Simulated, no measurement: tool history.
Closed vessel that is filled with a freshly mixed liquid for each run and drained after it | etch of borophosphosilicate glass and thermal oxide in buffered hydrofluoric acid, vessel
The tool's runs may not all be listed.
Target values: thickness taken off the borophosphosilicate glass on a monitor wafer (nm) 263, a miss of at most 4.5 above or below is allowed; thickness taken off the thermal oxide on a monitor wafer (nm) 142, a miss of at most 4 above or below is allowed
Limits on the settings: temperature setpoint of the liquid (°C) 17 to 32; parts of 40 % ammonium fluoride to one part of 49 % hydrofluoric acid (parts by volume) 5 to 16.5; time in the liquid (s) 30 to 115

| run | hour | temperature setpoint of the liquid (°C) | parts of 40 % ammonium fluoride to one part of 49 % hydrofluoric acid (parts by volume) | time in the liquid (s) | thickness taken off the borophosphosilicate glass on a monitor wafer (nm) | thickness taken off the thermal oxide on a monitor wafer (nm) |
|---|---|---|---|---|---|---|
| 1 | 0 | 25 | 10 | 60 | 117.39 | 63.532 |
| 2 | 4.3 | 26.5 | 9 | 60 | 136.23 | 73.57 |
| 3 | 11.8 | 26.5 | 9 | 45 | 102.27 | 55.552 |
| 4 | 13.4 | 26.5 | 11 | 45 | 87.066 | 47.552 |
| 5 | 21.7 | 26.5 | 11 | 30 | 57.926 | 31.799 |
| 6 | 27.9 | 27.5 | 10 | 35 | 77.817 | 42.535 |
| 7 | 35.3 | 31.5 | 7 | 55 | 213.61 | 116.29 |
| 8 | 38.2 | 31.5 | 6.5 | 55 | 227.1 | 123.28 |
| 9 | 45.3 | 32 | 6 | 55 | 251.24 | 135.93 |
| 10 | 54 | 32 | 5.5 | 55 | 270.02 | 146.52 |

4 candidate next runs follow, results not yet known. Just one meets every target within its allowed miss. Identify it.
| A | 62.7 | 27 | 5.5 | 70 | ? | ? |
| B | 62.7 | 17 | 5 | 105 | ? | ? |
| C | 62.7 | 30 | 6.5 | 65 | ? | ? |
| D | 62.7 | 24.5 | 5.5 | 75 | ? | ? |

| move | thickness taken off the borophosphosilicate glass on a monitor wafer (nm) | thickness taken off the thermal oxide on a monitor wafer (nm) |
|---|---|---|
| A | 265.25 | 144.21 |
| B | 251.7 | 135.12 |
| C | 248.89 | 136.03 |
| D | 248.95 | 135.08 |
A: all results in spec
B: moves the result that the last run missed by most past its target, out the other side
C: moves the result that the last run missed by most past its target, out the other side
D: moves the result that the last run missed by most past its target, out the other side
The move that meets every target is A.
